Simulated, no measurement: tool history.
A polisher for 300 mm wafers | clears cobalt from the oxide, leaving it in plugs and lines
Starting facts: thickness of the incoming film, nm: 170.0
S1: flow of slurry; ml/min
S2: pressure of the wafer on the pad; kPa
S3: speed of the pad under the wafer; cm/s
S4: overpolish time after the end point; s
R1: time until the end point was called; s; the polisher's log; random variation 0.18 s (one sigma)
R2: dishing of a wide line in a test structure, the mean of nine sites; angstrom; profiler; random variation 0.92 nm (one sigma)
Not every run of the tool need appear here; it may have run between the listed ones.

run	hour	S1	S2	S3	S4	R1	R2
1	0.0	315	16.5	122	17	23.113	525.30
2	4.3	315	17.2	122	17	21.866	535.21
3	5.6	315	14.5	122	17	25.109	520.22
4	13.7	250	14.5	122	17	26.581	506.19
5	14.3	250	14.5	122	20	25.904	538.97
6	19.5	265	15.9	122	20	24.499	548.39
7	26.0	290	17.2	122	20	22.468	569.42

Estimate the outcome of run 8 from the log above:
8	31.5	290	17.2	122	20	?	?

R1: 22.488 s
R2: 565.25 angstrom
